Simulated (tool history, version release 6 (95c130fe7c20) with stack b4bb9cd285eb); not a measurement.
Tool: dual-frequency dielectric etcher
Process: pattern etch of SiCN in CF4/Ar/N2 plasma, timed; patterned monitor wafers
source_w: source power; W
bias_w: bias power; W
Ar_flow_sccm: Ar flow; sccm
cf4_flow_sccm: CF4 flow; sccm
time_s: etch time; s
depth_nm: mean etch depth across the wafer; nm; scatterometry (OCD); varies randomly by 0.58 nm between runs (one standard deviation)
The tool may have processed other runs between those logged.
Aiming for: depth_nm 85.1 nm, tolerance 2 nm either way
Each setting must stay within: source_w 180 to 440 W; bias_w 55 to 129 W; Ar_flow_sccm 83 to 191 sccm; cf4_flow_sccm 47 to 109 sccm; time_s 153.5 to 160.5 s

run 1 hour=0 | source_w=310 bias_w=92 Ar_flow_sccm=137 cf4_flow_sccm=78 time_s=153.5 | depth_nm=99.525
run 2 hour=1.2 | source_w=310 bias_w=92 Ar_flow_sccm=113 cf4_flow_sccm=78 time_s=153.5 | depth_nm=103.05
run 3 hour=2.6 | source_w=290 bias_w=91 Ar_flow_sccm=113 cf4_flow_sccm=78 time_s=153.5 | depth_nm=97.417
run 4 hour=5.3 | source_w=310 bias_w=91 Ar_flow_sccm=113 cf4_flow_sccm=78 time_s=153.5 | depth_nm=101.88
run 5 hour=7.2 | source_w=310 bias_w=91 Ar_flow_sccm=128 cf4_flow_sccm=78 time_s=153.5 | depth_nm=100.9
run 6 hour=9.3 | source_w=340 bias_w=91 Ar_flow_sccm=128 cf4_flow_sccm=78 time_s=153.5 | depth_nm=109.33
run 7 hour=18.1 | source_w=310 bias_w=90 Ar_flow_sccm=128 cf4_flow_sccm=78 time_s=153.5 | depth_nm=101.04
run 8 hour=26.7 | source_w=290 bias_w=89 Ar_flow_sccm=128 cf4_flow_sccm=78 time_s=153.5 | depth_nm=94.833
run 9 hour=35.1 | source_w=290 bias_w=89 Ar_flow_sccm=128 cf4_flow_sccm=78 time_s=153.5 | depth_nm=95.309
run 10 hour=36.4 | source_w=280 bias_w=88 Ar_flow_sccm=128 cf4_flow_sccm=78 time_s=153.5 | depth_nm=91.315
run 11 hour=45 | source_w=270 bias_w=88 Ar_flow_sccm=128 cf4_flow_sccm=78 time_s=153.5 | depth_nm=87.67

Consider the 4 candidate settings below. Which is the only one whose results all fall within their allowed miss of target?
run A hour=53.6 | source_w=290 bias_w=85 Ar_flow_sccm=135 cf4_flow_sccm=80 time_s=154 | depth_nm=?
run B hour=53.6 | source_w=240 bias_w=96 Ar_flow_sccm=129 cf4_flow_sccm=95 time_s=157 | depth_nm=?
run C hour=53.6 | source_w=250 bias_w=91 Ar_flow_sccm=128 cf4_flow_sccm=85 time_s=153.5 | depth_nm=?
run D hour=53.6 | source_w=270 bias_w=86 Ar_flow_sccm=137 cf4_flow_sccm=81 time_s=158 | depth_nm=?

move=A depth_nm=92.477
move=B depth_nm=89.107
move=C depth_nm=86.104
move=D depth_nm=90.023
A: further off than the last run
B: further off than the last run
C: in spec on every target
D: further off than the last run
C meets every target.

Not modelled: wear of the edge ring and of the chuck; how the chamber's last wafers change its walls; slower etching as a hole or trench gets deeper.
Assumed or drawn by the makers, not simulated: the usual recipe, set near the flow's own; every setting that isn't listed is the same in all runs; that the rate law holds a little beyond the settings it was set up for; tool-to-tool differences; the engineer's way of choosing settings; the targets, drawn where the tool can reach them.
